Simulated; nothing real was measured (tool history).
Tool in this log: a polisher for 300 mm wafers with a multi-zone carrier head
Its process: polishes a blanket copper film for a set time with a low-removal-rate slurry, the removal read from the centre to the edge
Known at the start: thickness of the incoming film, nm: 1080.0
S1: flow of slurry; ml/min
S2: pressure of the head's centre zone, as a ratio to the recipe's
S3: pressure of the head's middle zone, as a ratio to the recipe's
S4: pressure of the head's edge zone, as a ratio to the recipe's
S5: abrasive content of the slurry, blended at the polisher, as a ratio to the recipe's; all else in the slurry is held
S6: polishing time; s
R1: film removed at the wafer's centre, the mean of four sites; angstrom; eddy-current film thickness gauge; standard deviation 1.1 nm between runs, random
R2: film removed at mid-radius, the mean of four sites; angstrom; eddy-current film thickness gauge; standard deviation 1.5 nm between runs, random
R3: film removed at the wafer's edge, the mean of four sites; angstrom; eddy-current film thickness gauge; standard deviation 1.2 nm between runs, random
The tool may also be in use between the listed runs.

run    day   S1    S2    S3    S4    S5  S6      R1      R2      R3
  1      0  170     1     1     1     1  41  1261.4  1260.2  1258.2
  2  0.021  170     1     1     1     1  45  1393.8  1391.7  1388.7
  3    0.3  165  0.97     1  0.99  0.95  45  1337.8  1360.4    1360
  4   0.55  205  0.97     1  0.99  0.95  45  1394.5  1436.4  1410.1
  5  0.658  220  0.97     1  0.99  0.95  45  1390.4  1434.9  1417.9
  6  0.933  220  0.97  1.04  0.99  0.95  45  1404.5  1446.2  1437.4
  7      1  210  0.94  1.03  0.98   0.9  45  1348.9  1463.6  1383.8
  8  1.325  210  0.94  1.03  0.98   0.9  45  1347.9  1411.5  1400.4

Run 9 has not been measured yet. What should we expect?
  9  1.633  205  0.92  1.05  0.98  0.9  44   ?   ?   ?

R1: 1280.1 angstrom
R2: 1386 angstrom
R3: 1339.9 angstrom
